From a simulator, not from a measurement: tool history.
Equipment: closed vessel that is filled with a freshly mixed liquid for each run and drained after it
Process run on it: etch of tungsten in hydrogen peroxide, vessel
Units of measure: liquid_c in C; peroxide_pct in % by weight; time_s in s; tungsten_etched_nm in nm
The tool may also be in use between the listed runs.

run,hour,liquid_c,peroxide_pct,time_s,tungsten_etched_nm
1,0,51,15.5,30,23.491
2,7,50,15.5,30,22.109
3,7.9,50,15.5,30,22.225
4,16,50,18.5,30,24.158
5,16.6,49,18.5,30,22.777
6,19.5,49,21,30,24.354
7,20.6,49,21,30,24.208
8,27.9,48,21,30,22.784
9,31,47.5,21,30,22.16
10,37,47,21,30,21.353
11,45.3,46.5,21,30,20.772
12,46.2,46,21,30,20.124

Run 13 has not been measured yet. What should we expect?
13,54.7,45.5,21,30,?

Logged for run 13: tungsten_etched_nm 19.483 nm.
